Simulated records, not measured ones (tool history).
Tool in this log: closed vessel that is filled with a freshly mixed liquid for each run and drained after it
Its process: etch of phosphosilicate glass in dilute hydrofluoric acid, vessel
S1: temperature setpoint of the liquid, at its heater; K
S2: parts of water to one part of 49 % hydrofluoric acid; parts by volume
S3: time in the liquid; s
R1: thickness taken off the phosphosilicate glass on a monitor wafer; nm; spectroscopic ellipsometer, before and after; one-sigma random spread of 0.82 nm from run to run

run 1 hour=0.0 | S1=297.15 S2=160 S3=135 | R1=46.459
run 2 hour=4.9 | S1=297.65 S2=145 S3=135 | R1=53.249
run 3 hour=7.2 | S1=299.15 S2=145 S3=135 | R1=56.285
run 4 hour=8.1 | S1=299.65 S2=135 S3=135 | R1=62.972
run 5 hour=15.9 | S1=299.65 S2=135 S3=145 | R1=67.347
run 6 hour=19.3 | S1=299.65 S2=135 S3=135 | R1=63.306
run 7 hour=27.5 | S1=300.15 S2=125 S3=135 | R1=70.143
run 8 hour=33.3 | S1=304.15 S2=60 S3=135 | R1=184.490

What does the tool deliver on the next run?
run 9 hour=39.4 | S1=303.15 S2=60 S3=135 | R1=?

{"run 9": {"R1": 178.27}}
